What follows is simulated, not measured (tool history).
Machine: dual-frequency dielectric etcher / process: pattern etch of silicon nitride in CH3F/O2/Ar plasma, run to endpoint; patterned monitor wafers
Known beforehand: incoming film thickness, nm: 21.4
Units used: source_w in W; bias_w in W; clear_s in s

Run 1, hour 0: source_w 540 W, bias_w 102 W. Result: clear_s 23.5 s.
Run 2, hour 7: source_w 630 W, bias_w 102 W. Result: clear_s 21.824 s.
Run 3, hour 14.7: source_w 630 W, bias_w 86 W. Result: clear_s 23.919 s.
Run 4, hour 23.5: source_w 630 W, bias_w 94 W. Result: clear_s 23.274 s.
Run 5, hour 25.2: source_w 670 W, bias_w 94 W. Result: clear_s 21.977 s.
Run 6, hour 31: source_w 580 W, bias_w 89 W. Result: clear_s 24.766 s.
Run 7, hour 35.3: source_w 520 W, bias_w 86 W. Result: clear_s 26.51 s.
Run 8, hour 36.8: source_w 480 W, bias_w 84 W. Result: clear_s 27.172 s.
Run 9, hour 38.3: source_w 440 W, bias_w 81 W. Result: clear_s 28.897 s.

The next listed run, before its measurement:
Run 10, hour 41.3: source_w 420 W, bias_w 80 W. Result: clear_s ?.

clear_s: 29.566 s
